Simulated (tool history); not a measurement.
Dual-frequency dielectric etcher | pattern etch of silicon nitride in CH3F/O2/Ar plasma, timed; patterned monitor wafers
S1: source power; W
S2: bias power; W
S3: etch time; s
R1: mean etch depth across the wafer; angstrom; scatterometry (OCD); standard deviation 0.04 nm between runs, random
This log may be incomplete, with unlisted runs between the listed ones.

run  hour   S1  S2    S3      R1
  1     0  360  85    22  177.29
  2   4.3  420  85    22  187.33
  3   9.6  380  77  21.5     170
  4  18.5  350  71    21  155.25
  5  22.8  350  83    21  165.85
  6  26.3  330  78    21  158.72
  7  30.2  330  78    21  158.96
  8  35.3  330  78    21  158.57
  9  41.6  310  74    21     153
 10    50  300  70    21  147.32
 11  55.1  290  67    21   143.3
 12  56.9  280  65    21  139.54

Predict the results of run 13:
 13  60.8  270  64  21   ?

Run 13 produced R1 137.22 angstrom.
